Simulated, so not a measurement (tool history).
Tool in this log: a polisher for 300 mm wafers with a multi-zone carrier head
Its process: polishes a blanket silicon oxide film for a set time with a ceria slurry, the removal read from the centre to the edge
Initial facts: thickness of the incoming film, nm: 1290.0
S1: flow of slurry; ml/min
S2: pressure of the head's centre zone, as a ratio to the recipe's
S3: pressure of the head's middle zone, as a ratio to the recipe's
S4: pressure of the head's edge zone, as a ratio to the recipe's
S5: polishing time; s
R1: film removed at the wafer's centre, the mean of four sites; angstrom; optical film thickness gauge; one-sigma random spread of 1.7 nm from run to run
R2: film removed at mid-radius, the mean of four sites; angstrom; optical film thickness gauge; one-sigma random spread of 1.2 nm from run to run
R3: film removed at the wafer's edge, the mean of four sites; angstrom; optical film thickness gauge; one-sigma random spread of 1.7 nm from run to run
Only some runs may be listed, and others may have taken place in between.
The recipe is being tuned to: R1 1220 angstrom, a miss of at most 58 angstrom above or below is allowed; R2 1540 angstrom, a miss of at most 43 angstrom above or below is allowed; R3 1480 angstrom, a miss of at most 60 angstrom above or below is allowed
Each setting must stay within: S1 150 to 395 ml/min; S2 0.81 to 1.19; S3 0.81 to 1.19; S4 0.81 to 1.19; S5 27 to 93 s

run	day	S1	S2	S3	S4	S5	R1	R2	R3
1	0	250	1	1	1	59	2522.2	2441.9	2499.4
2	0.317	275	1	1	1	59	2581.8	2465.4	2619.3
3	0.633	275	1	1	1	67	2878.6	2809.2	2923.8
4	0.717	275	1.04	1	1	67	2976.2	2766.3	2884.1
5	0.975	210	1.04	1	1	67	2888.1	2670.4	2794.6
6	1.292	195	0.98	1.02	1.01	56	2174	2228.2	2360.7
7	1.538	185	0.95	1.04	0.97	49	1843.3	1984.5	2020.8
# day 1.629: slurry nozzle cleaned
8	1.629	175	0.92	1.05	0.94	45	1747.2	1910.8	1901.6
9	1.742	175	0.9	1.07	0.94	41	1573.3	1769.9	1682.3
10	1.821	170	0.87	1.07	0.96	39	1423.7	1697.3	1655.9
11	2.121	170	0.86	1.07	0.96	37	1345	1573.2	1534.6
12	2.212	165	0.85	1.08	0.97	37	1326.5	1587.3	1544.9
13	2.312	165	0.85	1.08	0.97	37	1338.3	1603.2	1537
14	2.492	160	0.84	1.08	0.98	37	1284.3	1568.8	1553.1

Which of these 4 next moves meets every target?
A	2.671	185	0.81	1.17	0.94	36	?	?	?
B	2.671	190	0.85	1.13	1.03	34	?	?	?
C	2.671	150	0.81	1.14	1.02	37	?	?	?
D	2.671	150	0.81	1.06	1.02	37	?	?	?

move	R1	R2	R3
A	1250.6	1669.2	1490.8
B	1245.3	1537	1476.2
C	1233.9	1619.1	1552.8
D	1233.2	1524.3	1554.4
A: meets the target for the result that was furthest off, but another lies outside its allowed miss
B: every result lands within tolerance
C: its largest miss is bigger than the last run's
D: just as far off the targets as the last run
B meets every target.
